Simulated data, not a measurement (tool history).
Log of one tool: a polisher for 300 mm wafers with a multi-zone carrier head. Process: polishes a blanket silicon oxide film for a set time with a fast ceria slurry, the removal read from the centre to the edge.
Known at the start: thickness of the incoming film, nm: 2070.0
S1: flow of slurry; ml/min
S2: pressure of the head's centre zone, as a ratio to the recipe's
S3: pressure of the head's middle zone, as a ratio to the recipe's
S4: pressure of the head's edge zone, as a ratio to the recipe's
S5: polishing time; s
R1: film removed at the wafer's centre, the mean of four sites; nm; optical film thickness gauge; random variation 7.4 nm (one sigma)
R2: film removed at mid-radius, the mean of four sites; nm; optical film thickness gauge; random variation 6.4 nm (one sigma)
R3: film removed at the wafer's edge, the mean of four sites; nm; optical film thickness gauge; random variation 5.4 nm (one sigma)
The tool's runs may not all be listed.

{"run": 1, "hour": 0.0, "S1": 315, "S2": 1, "S3": 1, "S4": 1, "S5": 76, "R1": 706.95, "R2": 690.92, "R3": 676.86}
{"run": 2, "hour": 7.8, "S1": 315, "S2": 1.02, "S3": 0.99, "S4": 0.99, "S5": 72, "R1": 709.9, "R2": 651.33, "R3": 625.21}
{"run": 3, "hour": 14.9, "S1": 315, "S2": 1.02, "S3": 0.98, "S4": 0.98, "S5": 69, "R1": 670.64, "R2": 605.24, "R3": 597.91}
{"run": 4, "hour": 22.6, "S1": 315, "S2": 1.02, "S3": 0.98, "S4": 0.97, "S5": 66, "R1": 621.95, "R2": 588.15, "R3": 556.51}
{"run": 5, "hour": 27.2, "S1": 315, "S2": 1.03, "S3": 0.96, "S4": 0.96, "S5": 65, "R1": 645.59, "R2": 586.71, "R3": 571.62}
{"run": 6, "hour": 32.0, "S1": 315, "S2": 1.04, "S3": 0.96, "S4": 0.96, "S5": 62, "R1": 606.75, "R2": 537.23, "R3": 521}
{"run": 7, "hour": 37.0, "S1": 315, "S2": 1.05, "S3": 0.96, "S4": 0.95, "S5": 61, "R1": 620.59, "R2": 537.54, "R3": 521.46}
{"hour": 38.2, "done": "edge zone pressure recalibrated"}
{"run": 8, "hour": 38.2, "S1": 315, "S2": 1.05, "S3": 0.96, "S4": 0.94, "S5": 59, "R1": 593.37, "R2": 524.3, "R3": 507.35}
{"run": 9, "hour": 43.2, "S1": 315, "S2": 1.05, "S3": 0.96, "S4": 0.94, "S5": 59, "R1": 584.64, "R2": 521.38, "R3": 522.16}
{"run": 10, "hour": 49.6, "S1": 320, "S2": 1.06, "S3": 0.96, "S4": 0.97, "S5": 57, "R1": 569.33, "R2": 506.98, "R3": 511.44}

Forecast run 11:
{"run": 11, "hour": 53.2, "S1": 320, "S2": 1.06, "S3": 0.96, "S4": 0.97, "S5": 57, "R1": "?", "R2": "?", "R3": "?"}

{"run 11": {"R1": 583.99, "R2": 515.91, "R3": 509.32}}
